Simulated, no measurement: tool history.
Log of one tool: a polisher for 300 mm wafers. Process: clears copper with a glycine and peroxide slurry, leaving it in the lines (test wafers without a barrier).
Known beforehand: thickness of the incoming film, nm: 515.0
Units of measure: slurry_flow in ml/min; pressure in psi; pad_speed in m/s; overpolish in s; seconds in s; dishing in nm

{"run": 1, "day": 0.0, "slurry_flow": 170, "pressure": 2.1, "pad_speed": 0.76, "overpolish": 29, "seconds": 116.24, "dishing": 74.886}
{"run": 2, "day": 0.362, "slurry_flow": 170, "pressure": 2.1, "pad_speed": 0.86, "overpolish": 29, "seconds": 106.2, "dishing": 78.423}
{"run": 3, "day": 0.612, "slurry_flow": 175, "pressure": 2.1, "pad_speed": 0.86, "overpolish": 31, "seconds": 104.42, "dishing": 83.647}
{"run": 4, "day": 0.967, "slurry_flow": 175, "pressure": 2.1, "pad_speed": 0.86, "overpolish": 33, "seconds": 104.14, "dishing": 84.207}
{"run": 5, "day": 1.083, "slurry_flow": 175, "pressure": 2.1, "pad_speed": 0.86, "overpolish": 36, "seconds": 104.87, "dishing": 92.476}
{"run": 6, "day": 1.179, "slurry_flow": 175, "pressure": 2.1, "pad_speed": 0.7, "overpolish": 36, "seconds": 122.28, "dishing": 85.61}
{"run": 7, "day": 1.475, "slurry_flow": 180, "pressure": 2.2, "pad_speed": 0.7, "overpolish": 37, "seconds": 120.1, "dishing": 87.815}

Run 8 comes next. What will it give?
{"run": 8, "day": 1.746, "slurry_flow": 180, "pressure": 2.3, "pad_speed": 0.7, "overpolish": 38, "seconds": "?", "dishing": "?"}

seconds: 116.89 s
dishing: 93.521 nm
